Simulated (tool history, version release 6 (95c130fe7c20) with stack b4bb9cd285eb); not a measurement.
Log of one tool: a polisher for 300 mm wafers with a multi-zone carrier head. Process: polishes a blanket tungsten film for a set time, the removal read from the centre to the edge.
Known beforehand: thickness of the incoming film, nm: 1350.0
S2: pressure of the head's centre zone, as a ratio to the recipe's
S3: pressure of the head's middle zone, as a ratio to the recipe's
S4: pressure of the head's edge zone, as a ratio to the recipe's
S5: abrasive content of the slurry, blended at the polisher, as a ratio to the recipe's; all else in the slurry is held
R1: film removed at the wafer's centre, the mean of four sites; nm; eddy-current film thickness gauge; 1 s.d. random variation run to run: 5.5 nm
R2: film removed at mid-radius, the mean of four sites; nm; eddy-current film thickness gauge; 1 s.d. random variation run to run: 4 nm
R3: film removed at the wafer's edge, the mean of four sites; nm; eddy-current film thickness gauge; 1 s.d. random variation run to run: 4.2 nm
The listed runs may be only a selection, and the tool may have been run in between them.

Run 1, hour 0: flow of slurry (ml/min) 275, S2 1, S3 1, S4 1, S5 1, polishing time (s) 85. Result: R1 421.5 nm, R2 424.62 nm, R3 437.27 nm.
Run 2, hour 7.8: flow of slurry (ml/min) 295, S2 1.04, S3 1.03, S4 1.02, S5 1.1, polishing time (s) 87. Result: R1 472.66 nm, R2 447.12 nm, R3 453.1 nm.
Run 3, hour 11.6: flow of slurry (ml/min) 295, S2 1.04, S3 1.03, S4 1.02, S5 1.1, polishing time (s) 74. Result: R1 400.5 nm, R2 387.77 nm, R3 394.09 nm.
Run 4, hour 17: flow of slurry (ml/min) 330, S2 1.04, S3 1.03, S4 1.02, S5 1.1, polishing time (s) 74. Result: R1 405.17 nm, R2 387.52 nm, R3 393.68 nm.
Run 5, hour 21.7: flow of slurry (ml/min) 330, S2 1.05, S3 1.05, S4 1.04, S5 1.2, polishing time (s) 80. Result: R1 449.42 nm, R2 435.13 nm, R3 431.62 nm.
Run 6, hour 23.9: flow of slurry (ml/min) 330, S2 1.05, S3 1.05, S4 1.04, S5 1.35, polishing time (s) 80. Result: R1 461.69 nm, R2 453.14 nm, R3 448.76 nm.
Run 7, hour 26.5: flow of slurry (ml/min) 330, S2 1.07, S3 1.07, S4 1.06, S5 1.4, polishing time (s) 84. Result: R1 496.13 nm, R2 481.6 nm, R3 476.87 nm.

What does the tool deliver on the next run?
Run 8, hour 31.9: flow of slurry (ml/min) 335, S2 1.1, S3 1.09, S4 1.07, S5 1.4, polishing time (s) 87. Result: R1 ?, R2 ?, R3 ?.

R1: 520.39 nm
R2: 499.1 nm
R3: 489.51 nm
